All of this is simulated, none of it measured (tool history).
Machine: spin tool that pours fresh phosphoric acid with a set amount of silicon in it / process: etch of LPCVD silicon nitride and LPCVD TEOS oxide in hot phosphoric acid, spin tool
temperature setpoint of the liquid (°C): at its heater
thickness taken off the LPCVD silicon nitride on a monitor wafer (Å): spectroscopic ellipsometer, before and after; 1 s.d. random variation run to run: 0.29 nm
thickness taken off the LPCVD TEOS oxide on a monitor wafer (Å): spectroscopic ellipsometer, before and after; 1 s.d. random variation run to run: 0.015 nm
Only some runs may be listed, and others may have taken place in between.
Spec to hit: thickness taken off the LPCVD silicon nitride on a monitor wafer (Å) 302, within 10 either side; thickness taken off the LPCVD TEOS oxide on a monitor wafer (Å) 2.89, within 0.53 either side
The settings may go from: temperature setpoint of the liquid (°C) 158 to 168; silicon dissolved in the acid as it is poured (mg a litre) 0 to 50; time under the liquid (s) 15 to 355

run	day	temperature setpoint of the liquid (°C)	silicon dissolved in the acid as it is poured (mg a litre)	time under the liquid (s)	thickness taken off the LPCVD silicon nitride on a monitor wafer (Å)	thickness taken off the LPCVD TEOS oxide on a monitor wafer (Å)
1	0	163	24.5	180	188.72	4.0834
2	0.146	161.5	24.5	180	178.55	3.5898
3	0.496	161.5	24.5	120	119.81	2.3617
4	0.717	162	31.5	155	154.76	2.5506
5	0.875	162	31.5	225	228.23	3.4659
6	0.921	163	36.5	235	240.89	2.8446
7	1.104	163.5	38	245	258	3.0781
8	1.442	164	40	250	273.01	3.1317
9	1.5	164.5	41.5	255	279.25	2.7256
10	1.779	165	41.5	255	287.87	2.8532
11	1.85	165.5	42	255	288.25	2.9276

Exactly one of the 4 candidate moves below puts every result within its allowed miss. Which one?
A	1.921	164.5	39.5	250	?	?
B	1.921	165	35	250	?	?
C	1.921	166.5	43	260	?	?
D	1.921	166.5	50	235	?	?

move	thickness taken off the LPCVD silicon nitride on a monitor wafer (Å)	thickness taken off the LPCVD TEOS oxide on a monitor wafer (Å)
A	276.09	3.2137
B	280.67	4.2998
C	306.57	2.9898
D	277.09	2.3533
A: its largest miss is bigger than the last run's
B: its largest miss is bigger than the last run's
C: meets every target
D: its largest miss is bigger than the last run's
Answer: C
